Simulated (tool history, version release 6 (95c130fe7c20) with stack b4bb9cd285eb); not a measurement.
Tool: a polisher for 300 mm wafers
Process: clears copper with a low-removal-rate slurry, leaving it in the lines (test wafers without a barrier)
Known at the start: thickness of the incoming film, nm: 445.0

run  hour  flow of slurry (ml/min)  pressure of the wafer on the pad (kPa)  speed of the pad under the wafer (cm/s)  abrasive content of the slurry  overpolish time after the end point (s)  time until the end point was called (s)  dishing of a wide line in a test structure (Å)
  1   0.0                      205                                    17.9                                      134                             1.0                                       22                                   131.14                                          453.99
  2   1.5                      205                                    17.9                                      150                             1.0                                       22                                   119.52                                          495.35
  3   2.9                      205                                    15.9                                      148                             1.0                                       21                                   139.44                                          409.40
  4   4.0                      205                                    14.5                                      148                             1.0                                       20                                   146.90                                          356.27
  5  10.5                      225                                    14.5                                      148                             1.0                                       20                                   150.14                                          389.84
  6  15.3                      215                                    13.1                                      148                             1.0                                       20                                   166.67                                          336.51

Forecast run 7:
  7  19.9                      210                                    12.4                                      148                             1.0                                       20                                        ?                                               ?

Run 7 gave time until the end point was called (s) 168.78, dishing of a wide line in a test structure (Å) 319.77.
